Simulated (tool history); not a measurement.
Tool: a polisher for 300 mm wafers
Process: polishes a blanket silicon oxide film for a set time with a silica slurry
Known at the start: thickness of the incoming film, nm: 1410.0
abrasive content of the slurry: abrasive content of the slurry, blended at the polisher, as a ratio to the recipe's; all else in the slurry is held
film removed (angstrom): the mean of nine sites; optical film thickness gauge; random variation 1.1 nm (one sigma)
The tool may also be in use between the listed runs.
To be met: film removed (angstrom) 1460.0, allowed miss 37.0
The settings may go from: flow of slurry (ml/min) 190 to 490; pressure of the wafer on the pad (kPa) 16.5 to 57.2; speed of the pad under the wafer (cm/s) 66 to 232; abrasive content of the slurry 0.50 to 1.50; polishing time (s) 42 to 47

| run | day | flow of slurry (ml/min) | pressure of the wafer on the pad (kPa) | speed of the pad under the wafer (cm/s) | abrasive content of the slurry | polishing time (s) | film removed (angstrom) |
|---|---|---|---|---|---|---|---|
| 1 | 0.000 | 315 | 36.5 | 148 | 1.00 | 47 | 2641.0 |
| 2 | 0.250 | 370 | 36.5 | 148 | 1.00 | 47 | 2651.6 |
| 3 | 0.479 | 370 | 36.5 | 148 | 1.00 | 47 | 2644.9 |
| 4 | 0.700 | 370 | 36.5 | 164 | 1.00 | 47 | 2893.8 |
| 5 | 0.921 | 370 | 31.0 | 156 | 1.00 | 47 | 2368.2 |
| 6 | 1.296 | 370 | 26.9 | 152 | 1.00 | 47 | 2035.7 |
| 7 | 1.329 | 370 | 24.1 | 150 | 1.00 | 47 | 1807.1 |
| 8 | 1.454 | 370 | 24.1 | 150 | 1.00 | 47 | 1787.6 |
| 9 | 1.704 | 370 | 22.8 | 150 | 1.00 | 47 | 1695.1 |
| 10 | 1.850 | 370 | 21.4 | 150 | 1.00 | 47 | 1606.6 |
| 11 | 2.021 | 365 | 20.7 | 150 | 1.00 | 47 | 1557.8 |
| 12 | 2.100 | 350 | 20.7 | 150 | 1.00 | 47 | 1558.1 |
| 13 | 2.296 | 335 | 20.7 | 150 | 1.00 | 47 | 1544.8 |
| 14 | 2.621 | 320 | 20.7 | 150 | 1.00 | 47 | 1551.7 |

4 next moves are on the table. One of them brings every result within its allowed miss. Which?
| A | 2.946 | 345 | 24.8 | 138 | 1.15 | 42 | ? |
| B | 2.946 | 395 | 16.5 | 218 | 0.95 | 45 | ? |
| C | 2.946 | 325 | 22.1 | 144 | 1.05 | 42 | ? |
| D | 2.946 | 320 | 18.6 | 130 | 1.20 | 47 | ? |

| move | film removed (angstrom) |
|---|---|
| A | 1654.3 |
| B | 1603.4 |
| C | 1458.1 |
| D | 1359.5 |
A: further off than the last run
B: further off than the last run
C: meets every target
D: takes the result that was furthest off past its target
The right move is C.
